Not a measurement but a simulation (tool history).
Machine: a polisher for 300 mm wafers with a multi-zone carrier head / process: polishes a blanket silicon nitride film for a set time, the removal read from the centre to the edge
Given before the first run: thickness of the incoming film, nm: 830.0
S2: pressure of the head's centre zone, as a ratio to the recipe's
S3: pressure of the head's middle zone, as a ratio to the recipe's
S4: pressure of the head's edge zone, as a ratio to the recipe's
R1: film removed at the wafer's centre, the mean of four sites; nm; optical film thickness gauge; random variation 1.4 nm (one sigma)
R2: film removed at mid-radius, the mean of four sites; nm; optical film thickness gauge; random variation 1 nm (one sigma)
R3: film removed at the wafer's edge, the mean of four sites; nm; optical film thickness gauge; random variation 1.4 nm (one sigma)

run 1 day=0.000 | flow_of_slurry_(ml/min)=180 S2=1.00 S3=1.00 S4=1.00 polishing_time_(s)=73 | R1=85.604 R2=87.398 R3=86.090
run 2 day=0.271 | flow_of_slurry_(ml/min)=220 S2=1.00 S3=1.00 S4=1.00 polishing_time_(s)=73 | R1=85.558 R2=88.605 R3=87.646
run 3 day=0.475 | flow_of_slurry_(ml/min)=220 S2=1.06 S3=1.00 S4=1.00 polishing_time_(s)=73 | R1=95.240 R2=89.593 R3=87.609
run 4 day=0.500 | flow_of_slurry_(ml/min)=220 S2=1.06 S3=0.96 S4=1.00 polishing_time_(s)=73 | R1=91.160 R2=86.158 R3=88.037
run 5 day=0.800 | flow_of_slurry_(ml/min)=225 S2=1.02 S3=1.00 S4=1.00 polishing_time_(s)=76 | R1=94.408 R2=91.233 R3=90.427
run 6 day=1.054 | flow_of_slurry_(ml/min)=205 S2=0.98 S3=1.03 S4=1.00 polishing_time_(s)=80 | R1=95.671 R2=100.370 R3=96.652
run 7 day=1.342 | flow_of_slurry_(ml/min)=205 S2=0.95 S3=1.06 S4=1.00 polishing_time_(s)=82 | R1=92.834 R2=104.440 R3=97.944

Run 8, settings as shown, results not yet in. Your forecast:
run 8 day=1.388 | flow_of_slurry_(ml/min)=205 S2=0.93 S3=1.08 S4=1.00 polishing_time_(s)=84 | R1=? R2=? R3=?

{"run 8": {"R1": 93.291, "R2": 108.71, "R3": 100.4}}
